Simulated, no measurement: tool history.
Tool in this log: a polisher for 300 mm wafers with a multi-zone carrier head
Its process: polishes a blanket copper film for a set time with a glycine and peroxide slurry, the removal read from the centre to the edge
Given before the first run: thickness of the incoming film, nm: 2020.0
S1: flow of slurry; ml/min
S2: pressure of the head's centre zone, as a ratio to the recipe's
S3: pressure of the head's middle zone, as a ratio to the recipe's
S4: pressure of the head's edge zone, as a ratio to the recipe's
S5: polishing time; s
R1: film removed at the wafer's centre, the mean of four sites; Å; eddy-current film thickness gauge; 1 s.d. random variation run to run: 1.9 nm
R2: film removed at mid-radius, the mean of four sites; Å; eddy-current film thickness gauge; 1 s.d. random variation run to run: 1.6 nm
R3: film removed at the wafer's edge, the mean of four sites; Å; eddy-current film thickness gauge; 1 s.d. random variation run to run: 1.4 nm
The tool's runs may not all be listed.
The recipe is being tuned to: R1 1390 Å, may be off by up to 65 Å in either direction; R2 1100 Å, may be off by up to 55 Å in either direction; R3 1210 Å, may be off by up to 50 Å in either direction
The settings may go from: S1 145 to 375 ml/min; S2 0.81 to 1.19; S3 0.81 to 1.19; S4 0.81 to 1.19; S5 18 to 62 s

{"run": 1, "hour": 0.0, "S1": 240, "S2": 1, "S3": 1, "S4": 1, "S5": 40, "R1": 2436.4, "R2": 2419.8, "R3": 2516.1}
{"run": 2, "hour": 1.1, "S1": 240, "S2": 1, "S3": 1.03, "S4": 1, "S5": 40, "R1": 2515.7, "R2": 2552.3, "R3": 2519}
{"run": 3, "hour": 5.6, "S1": 240, "S2": 0.92, "S3": 1.03, "S4": 1, "S5": 40, "R1": 2284, "R2": 2582.3, "R3": 2582.4}
{"run": 4, "hour": 11.8, "S1": 210, "S2": 0.92, "S3": 1.03, "S4": 1, "S5": 40, "R1": 2217.6, "R2": 2500.8, "R3": 2458.7}
{"run": 5, "hour": 19.7, "S1": 210, "S2": 0.85, "S3": 1.03, "S4": 1, "S5": 40, "R1": 2085.5, "R2": 2496.4, "R3": 2490.9}
{"run": 6, "hour": 21.1, "S1": 160, "S2": 0.85, "S3": 1.03, "S4": 1, "S5": 40, "R1": 1943.2, "R2": 2419.3, "R3": 2363.6}
{"run": 7, "hour": 28.8, "S1": 155, "S2": 0.93, "S3": 0.97, "S4": 0.96, "S5": 34, "R1": 1792.9, "R2": 1880.6, "R3": 2017.2}
{"run": 8, "hour": 37.5, "S1": 150, "S2": 0.98, "S3": 0.95, "S4": 0.92, "S5": 29, "R1": 1630.7, "R2": 1558.3, "R3": 1652}
{"run": 9, "hour": 39.8, "S1": 155, "S2": 1, "S3": 0.93, "S4": 0.9, "S5": 26, "R1": 1524.3, "R2": 1406.3, "R3": 1465.8}
{"run": 10, "hour": 45.8, "S1": 155, "S2": 1.01, "S3": 0.9, "S4": 0.88, "S5": 25, "R1": 1440.1, "R2": 1323, "R3": 1385.5}
{"run": 11, "hour": 50.4, "S1": 155, "S2": 1.11, "S3": 0.81, "S4": 0.87, "S5": 21, "R1": 1337.7, "R2": 1020.6, "R3": 1166}
{"run": 12, "hour": 51.0, "S1": 160, "S2": 1.11, "S3": 0.82, "S4": 0.87, "S5": 21, "R1": 1313.7, "R2": 1027.4, "R3": 1186.3}

5 next moves are on the table. One of them brings every result within its allowed miss. Which?
{"run": "A", "hour": 51.6, "S1": 180, "S2": 1.17, "S3": 0.81, "S4": 0.93, "S5": 20, "R1": "?", "R2": "?", "R3": "?"}
{"run": "B", "hour": 51.6, "S1": 145, "S2": 1.04, "S3": 0.86, "S4": 0.93, "S5": 23, "R1": "?", "R2": "?", "R3": "?"}
{"run": "C", "hour": 51.6, "S1": 145, "S2": 1.13, "S3": 0.86, "S4": 0.85, "S5": 22, "R1": "?", "R2": "?", "R3": "?"}
{"run": "D", "hour": 51.6, "S1": 185, "S2": 0.98, "S3": 0.85, "S4": 0.98, "S5": 21, "R1": "?", "R2": "?", "R3": "?"}
{"run": "E", "hour": 51.6, "S1": 180, "S2": 0.98, "S3": 0.86, "S4": 0.87, "S5": 21, "R1": "?", "R2": "?", "R3": "?"}

move=A R1=1353.1 R2=969.99 R3=1170.5
move=B R1=1311.9 R2=1119.1 R3=1301
move=C R1=1364.3 R2=1070 R3=1194.4
move=D R1=1195.6 R2=1065.8 R3=1263.8
move=E R1=1188.9 R2=1070.9 R3=1191.2
A: its largest miss is bigger than the last run's
B: meets the target for the result that was furthest off, but another lies outside its allowed miss
C: every result lands within tolerance
D: meets the target for the result that was furthest off, but another lies outside its allowed miss
E: meets the target for the result that was furthest off, but another lies outside its allowed miss
Go with C: it meets all targets.
